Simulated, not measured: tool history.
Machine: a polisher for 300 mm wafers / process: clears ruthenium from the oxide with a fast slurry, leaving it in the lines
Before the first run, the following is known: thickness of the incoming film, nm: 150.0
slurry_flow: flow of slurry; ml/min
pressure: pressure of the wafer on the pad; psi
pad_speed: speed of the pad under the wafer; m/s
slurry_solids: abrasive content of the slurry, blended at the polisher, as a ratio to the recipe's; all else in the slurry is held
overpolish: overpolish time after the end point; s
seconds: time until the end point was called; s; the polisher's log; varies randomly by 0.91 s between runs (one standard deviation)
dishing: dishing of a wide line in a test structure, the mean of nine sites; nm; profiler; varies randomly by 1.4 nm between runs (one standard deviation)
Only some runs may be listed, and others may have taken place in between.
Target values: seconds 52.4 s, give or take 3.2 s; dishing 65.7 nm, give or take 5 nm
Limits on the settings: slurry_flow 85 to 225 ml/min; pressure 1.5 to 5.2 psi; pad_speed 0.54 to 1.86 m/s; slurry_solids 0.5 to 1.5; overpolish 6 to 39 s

| run | day | slurry_flow | pressure | pad_speed | slurry_solids | overpolish | seconds | dishing |
|---|---|---|---|---|---|---|---|---|
| 1 | 0 | 145 | 3.3 | 1.18 | 1 | 20 | 26.504 | 92.941 |
| 2 | 0.354 | 145 | 3.3 | 0.98 | 1 | 20 | 31.29 | 80.02 |
| 3 | 0.654 | 145 | 4.1 | 0.98 | 1 | 20 | 26.326 | 89.833 |
| 4 | 0.788 | 145 | 3.4 | 0.94 | 1 | 21 | 31.684 | 83.94 |
| 5 | 0.908 | 145 | 3.4 | 0.8 | 1 | 21 | 36.863 | 73.903 |
| 6 | 1.025 | 160 | 3.4 | 0.8 | 1 | 21 | 36.105 | 72.314 |
|  | 1.358 | worn pad replaced by a new one |
| 7 | 1.358 | 160 | 3 | 0.78 | 1 | 22 | 38.55 | 73.96 |
| 8 | 1.638 | 155 | 2.7 | 0.76 | 1 | 22 | 45.166 | 65.918 |
| 9 | 1.992 | 150 | 2.6 | 0.76 | 1 | 23 | 46.76 | 65.238 |
| 10 | 2.167 | 145 | 2.5 | 0.76 | 1 | 24 | 47.43 | 66.713 |

Which of these 4 next moves meets every target?
| A | 2.342 | 140 | 2 | 0.72 | 1.2 | 23 | ? | ? |
| B | 2.342 | 140 | 3.1 | 0.58 | 1 | 26 | ? | ? |
| C | 2.342 | 150 | 1.9 | 0.88 | 0.8 | 39 | ? | ? |
| D | 2.342 | 135 | 2.8 | 0.76 | 1.15 | 20 | ? | ? |

| move | seconds | dishing |
|---|---|---|
| A | 58.058 | 56.896 |
| B | 50.856 | 70.592 |
| C | 60.688 | 84.896 |
| D | 41.003 | 67.89 |
A: the result that was furthest off in the last run now lies on the other side of its target
B: all results in spec
C: the result that was furthest off in the last run now lies on the other side of its target
D: further off than the last run
So the answer is move B, the one that meets all the targets.
